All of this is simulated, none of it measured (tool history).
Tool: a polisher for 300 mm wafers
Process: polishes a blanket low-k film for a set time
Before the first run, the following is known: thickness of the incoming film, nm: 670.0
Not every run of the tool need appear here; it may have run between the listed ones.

run    day  flow of slurry (ml/min)  pressure of the wafer on the pad (kPa)  speed of the pad under the wafer (cm/s)  abrasive content of the slurry  polishing time (s)  film removed (nm)
  1      0                      235                                     8.3                                       84                               1                  39             7.2542
  2  0.071                      235                                     6.9                                       84                               1                  39             6.1461
  3  0.333                      235                                     6.9                                       94                               1                  39             6.5392
  4  0.429                      235                                     6.9                                       80                               1                  39             5.9389
  5  0.567                      235                                     6.2                                       80                               1                  39             5.2742
  6  0.896                      235                                     6.2                                       80                               1                  39              5.171

What does the tool deliver on the next run?
  7  1.204                      235                                     5.5                                       80                               1                  39                  ?

film removed (nm): 4.7145

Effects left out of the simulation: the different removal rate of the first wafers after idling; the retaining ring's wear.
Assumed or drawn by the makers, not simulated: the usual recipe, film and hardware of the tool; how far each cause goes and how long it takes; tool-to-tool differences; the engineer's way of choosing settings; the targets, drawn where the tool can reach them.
